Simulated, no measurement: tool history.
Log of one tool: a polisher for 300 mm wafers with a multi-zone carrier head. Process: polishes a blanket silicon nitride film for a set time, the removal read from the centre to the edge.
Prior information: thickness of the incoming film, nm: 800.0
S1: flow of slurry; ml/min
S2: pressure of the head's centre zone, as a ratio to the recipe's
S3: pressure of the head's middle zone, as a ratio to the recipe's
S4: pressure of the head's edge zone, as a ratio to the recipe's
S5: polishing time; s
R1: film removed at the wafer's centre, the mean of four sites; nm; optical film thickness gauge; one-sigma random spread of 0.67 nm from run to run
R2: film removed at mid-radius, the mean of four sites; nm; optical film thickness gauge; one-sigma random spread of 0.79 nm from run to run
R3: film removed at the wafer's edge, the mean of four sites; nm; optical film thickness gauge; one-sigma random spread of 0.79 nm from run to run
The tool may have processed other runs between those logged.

run 1 hour=0.0 | S1=175 S2=1.00 S3=1.00 S4=1.00 S5=41 | R1=97.482 R2=95.050 R3=99.626
run 2 hour=3.6 | S1=175 S2=1.00 S3=1.00 S4=0.94 S5=41 | R1=97.075 R2=95.046 R3=96.311
run 3 hour=11.4 | S1=175 S2=1.00 S3=1.00 S4=0.91 S5=41 | R1=97.616 R2=93.848 R3=95.103
run 4 hour=16.3 | S1=175 S2=1.00 S3=1.00 S4=0.83 S5=41 | R1=97.718 R2=96.731 R3=89.331
run 5 hour=25.0 | S1=175 S2=0.96 S3=1.00 S4=0.83 S5=41 | R1=93.200 R2=93.134 R3=89.652
run 6 hour=27.4 | S1=160 S2=0.96 S3=1.00 S4=0.83 S5=41 | R1=91.506 R2=92.847 R3=89.728
run 7 hour=31.7 | S1=210 S2=1.01 S3=0.96 S4=0.82 S5=30 | R1=73.664 R2=69.096 R3=67.774
run 8 hour=34.8 | S1=215 S2=1.02 S3=0.97 S4=0.83 S5=30 | R1=74.826 R2=69.749 R3=67.576
run 9 hour=42.0 | S1=215 S2=1.03 S3=0.97 S4=0.84 S5=30 | R1=74.225 R2=69.142 R3=68.557

What will run 10 give?
run 10 hour=47.0 | S1=215 S2=1.04 S3=0.98 S4=0.85 S5=30 | R1=? R2=? R3=?

{"run 10": {"R1": 75.243, "R2": 70.2, "R3": 68.858}}
